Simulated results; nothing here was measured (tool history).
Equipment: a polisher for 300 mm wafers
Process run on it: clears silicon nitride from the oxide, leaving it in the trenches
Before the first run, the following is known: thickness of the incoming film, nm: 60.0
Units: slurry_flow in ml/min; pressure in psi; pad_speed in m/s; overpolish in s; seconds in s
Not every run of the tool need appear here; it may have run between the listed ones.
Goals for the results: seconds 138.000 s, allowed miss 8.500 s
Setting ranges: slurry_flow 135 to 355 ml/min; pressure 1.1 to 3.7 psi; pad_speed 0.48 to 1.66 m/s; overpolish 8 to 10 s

Run 1, hour 0.0: slurry_flow 225 ml/min, pressure 2.4 psi, pad_speed 1.06 m/s, overpolish 10 s. Result: seconds 86.153 s.
Run 2, hour 1.2: slurry_flow 225 ml/min, pressure 2.4 psi, pad_speed 0.84 m/s, overpolish 10 s. Result: seconds 110.120 s.
Run 3, hour 3.7: slurry_flow 225 ml/min, pressure 2.8 psi, pad_speed 0.84 m/s, overpolish 10 s. Result: seconds 96.555 s.
Run 4, hour 11.3: slurry_flow 225 ml/min, pressure 2.6 psi, pad_speed 0.82 m/s, overpolish 10 s. Result: seconds 105.220 s.
Run 5, hour 15.5: slurry_flow 225 ml/min, pressure 2.5 psi, pad_speed 0.82 m/s, overpolish 10 s. Result: seconds 109.030 s.
Run 6, hour 22.0: slurry_flow 170 ml/min, pressure 2.5 psi, pad_speed 0.82 m/s, overpolish 10 s. Result: seconds 110.710 s.
Run 7, hour 24.4: slurry_flow 170 ml/min, pressure 2.4 psi, pad_speed 0.82 m/s, overpolish 10 s. Result: seconds 116.920 s.
Run 8, hour 26.3: slurry_flow 170 ml/min, pressure 2.3 psi, pad_speed 0.82 m/s, overpolish 10 s. Result: seconds 120.490 s.
Run 9, hour 34.7: slurry_flow 170 ml/min, pressure 2.3 psi, pad_speed 0.82 m/s, overpolish 10 s. Result: seconds 122.160 s.
Run 10, hour 36.0: slurry_flow 170 ml/min, pressure 2.2 psi, pad_speed 0.82 m/s, overpolish 10 s. Result: seconds 122.350 s.

Next run, 4 choices. One meets every target within its allowed miss, the rest don't. Which?
Run A, hour 37.3: slurry_flow 200 ml/min, pressure 2.3 psi, pad_speed 0.76 m/s, overpolish 10 s. Result: seconds ?.
Run B, hour 37.3: slurry_flow 210 ml/min, pressure 2.2 psi, pad_speed 0.88 m/s, overpolish 10 s. Result: seconds ?.
Run C, hour 37.3: slurry_flow 190 ml/min, pressure 2.2 psi, pad_speed 0.72 m/s, overpolish 10 s. Result: seconds ?.
Run D, hour 37.3: slurry_flow 225 ml/min, pressure 2.3 psi, pad_speed 0.80 m/s, overpolish 9 s. Result: seconds ?.

move  seconds
   A  123.460
   B  110.930
   C  136.060
   D  116.020
A: better than the last run, though not everything is in spec
B: misses by more than the last run did
C: all results land within tolerance of their targets
D: misses by more than the last run did
Move C is the one to make.
